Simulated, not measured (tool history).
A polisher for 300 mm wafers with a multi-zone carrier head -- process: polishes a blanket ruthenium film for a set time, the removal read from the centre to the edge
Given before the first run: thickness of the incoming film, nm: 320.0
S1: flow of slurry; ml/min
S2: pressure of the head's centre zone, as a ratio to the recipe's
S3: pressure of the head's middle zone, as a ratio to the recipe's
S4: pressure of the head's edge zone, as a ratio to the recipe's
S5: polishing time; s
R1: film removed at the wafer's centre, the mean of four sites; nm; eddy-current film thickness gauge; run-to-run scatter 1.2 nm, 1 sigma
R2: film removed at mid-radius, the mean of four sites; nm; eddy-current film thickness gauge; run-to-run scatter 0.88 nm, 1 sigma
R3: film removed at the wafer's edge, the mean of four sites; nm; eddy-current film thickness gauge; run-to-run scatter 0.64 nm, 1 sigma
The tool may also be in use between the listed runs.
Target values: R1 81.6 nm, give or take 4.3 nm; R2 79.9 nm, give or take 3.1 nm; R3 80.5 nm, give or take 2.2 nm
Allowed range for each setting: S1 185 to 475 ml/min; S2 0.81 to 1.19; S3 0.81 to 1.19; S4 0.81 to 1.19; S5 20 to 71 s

run 1 hour=0 | S1=305 S2=1 S3=1 S4=1 S5=45 | R1=56.632 R2=57.813 R3=56.659
run 2 hour=4.9 | S1=345 S2=1 S3=1 S4=1 S5=45 | R1=56.454 R2=58.252 R3=57.411
run 3 hour=9.9 | S1=345 S2=1 S3=1 S4=0.94 S5=45 | R1=57.099 R2=59.216 R3=55.891
run 4 hour=15 | S1=350 S2=1.01 S3=1.01 S4=0.97 S5=47 | R1=60.316 R2=61.483 R3=59.116
run 5 hour=21.9 | S1=355 S2=1.02 S3=1.02 S4=0.99 S5=49 | R1=64.725 R2=63.953 R3=62.815
run 6 hour=29.5 | S1=355 S2=1.02 S3=1.03 S4=1 S5=50 | R1=64.894 R2=66.23 R3=64.551
run 7 hour=37.4 | S1=360 S2=1.03 S3=1.04 S4=1.02 S5=51 | R1=67.286 R2=67.91 R3=65.118
run 8 hour=41.9 | S1=360 S2=1.03 S3=1.04 S4=1.02 S5=51 | R1=68.479 R2=67.241 R3=65.876
run 9 hour=43.1 | S1=360 S2=1.03 S3=1.05 S4=1.03 S5=52 | R1=68.675 R2=71.098 R3=67.331
run 10 hour=44.3 | S1=360 S2=1.03 S3=1.05 S4=1.03 S5=52 | R1=69.415 R2=68.323 R3=66.37
run 11 hour=49.8 | S1=365 S2=1.03 S3=1.05 S4=1.03 S5=53 | R1=71.937 R2=70.777 R3=69.305
run 12 hour=51.7 | S1=370 S2=1.03 S3=1.05 S4=1.04 S5=54 | R1=71.971 R2=71.065 R3=69.97
run 13 hour=52.8 | S1=370 S2=1.03 S3=1.05 S4=1.05 S5=55 | R1=74.262 R2=72.949 R3=72.157

Which of these 4 next moves meets every target?
run A hour=53.9 | S1=450 S2=1.01 S3=0.83 S4=1.09 S5=61 | R1=? R2=? R3=?
run B hour=53.9 | S1=420 S2=1.05 S3=0.98 S4=1.04 S5=50 | R1=? R2=? R3=?
run C hour=53.9 | S1=365 S2=1.18 S3=0.81 S4=1.13 S5=58 | R1=? R2=? R3=?
run D hour=53.9 | S1=285 S2=1.04 S3=1.03 S4=1.06 S5=62 | R1=? R2=? R3=?

move=A R1=80.446 R2=70.914 R3=83.486
move=B R1=68.314 R2=64.427 R3=66.592
move=C R1=88.158 R2=65.473 R3=79.986
move=D R1=81.452 R2=80.392 R3=81.571
A: moves the result that the last run missed by most past its target, out the other side
B: further off than the last run
C: brings the last run's worst result on target, with another outside its allowed miss
D: all results in spec
Correct choice: D, which meets every target
